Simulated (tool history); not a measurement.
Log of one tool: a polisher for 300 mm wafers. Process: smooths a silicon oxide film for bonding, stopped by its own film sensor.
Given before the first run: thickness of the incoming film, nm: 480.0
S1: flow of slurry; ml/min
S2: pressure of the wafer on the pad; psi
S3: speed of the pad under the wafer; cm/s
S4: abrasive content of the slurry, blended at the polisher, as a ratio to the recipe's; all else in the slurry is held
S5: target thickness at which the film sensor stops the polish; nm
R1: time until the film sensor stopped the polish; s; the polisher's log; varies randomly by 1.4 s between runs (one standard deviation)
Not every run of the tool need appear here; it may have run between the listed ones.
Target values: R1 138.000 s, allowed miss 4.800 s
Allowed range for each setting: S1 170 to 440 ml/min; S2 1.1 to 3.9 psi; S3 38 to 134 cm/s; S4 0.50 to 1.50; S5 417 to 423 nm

{"run": 1, "day": 0.0, "S1": 280, "S2": 2.5, "S3": 86, "S4": 1.0, "S5": 417, "R1": 81.542}
{"run": 2, "day": 0.046, "S1": 280, "S2": 2.3, "S3": 86, "S4": 1.0, "S5": 417, "R1": 88.652}
{"run": 3, "day": 0.342, "S1": 280, "S2": 2.2, "S3": 86, "S4": 1.0, "S5": 417, "R1": 91.066}
{"run": 4, "day": 0.683, "S1": 280, "S2": 2.2, "S3": 74, "S4": 1.0, "S5": 417, "R1": 99.058}
{"run": 5, "day": 0.717, "S1": 280, "S2": 2.1, "S3": 74, "S4": 1.0, "S5": 417, "R1": 105.46}
{"run": 6, "day": 1.071, "S1": 240, "S2": 2.1, "S3": 74, "S4": 1.0, "S5": 417, "R1": 107.11}
{"run": 7, "day": 1.412, "S1": 240, "S2": 2.1, "S3": 74, "S4": 1.0, "S5": 417, "R1": 107.48}
{"run": 8, "day": 1.554, "S1": 240, "S2": 1.4, "S3": 72, "S4": 1.0, "S5": 417, "R1": 150.8}
{"run": 9, "day": 1.729, "S1": 245, "S2": 1.4, "S3": 72, "S4": 1.0, "S5": 417, "R1": 150.39}

Of the 4 settings listed for the next run, only one would bring every result within its allowed miss of target. Which one?
{"run": "A", "day": 1.904, "S1": 195, "S2": 1.9, "S3": 54, "S4": 0.95, "S5": 419, "R1": "?"}
{"run": "B", "day": 1.904, "S1": 300, "S2": 1.2, "S3": 84, "S4": 1.0, "S5": 417, "R1": "?"}
{"run": "C", "day": 1.904, "S1": 265, "S2": 1.3, "S3": 70, "S4": 1.0, "S5": 422, "R1": "?"}
{"run": "D", "day": 1.904, "S1": 280, "S2": 1.5, "S3": 66, "S4": 0.95, "S5": 423, "R1": "?"}

move=A R1=147.520
move=B R1=149.980
move=C R1=149.040
move=D R1=140.050
A: closer than the last run, but not yet in spec
B: as far off as the last run
C: closer than the last run, but not yet in spec
D: in spec on every target
The move that meets every target is D.

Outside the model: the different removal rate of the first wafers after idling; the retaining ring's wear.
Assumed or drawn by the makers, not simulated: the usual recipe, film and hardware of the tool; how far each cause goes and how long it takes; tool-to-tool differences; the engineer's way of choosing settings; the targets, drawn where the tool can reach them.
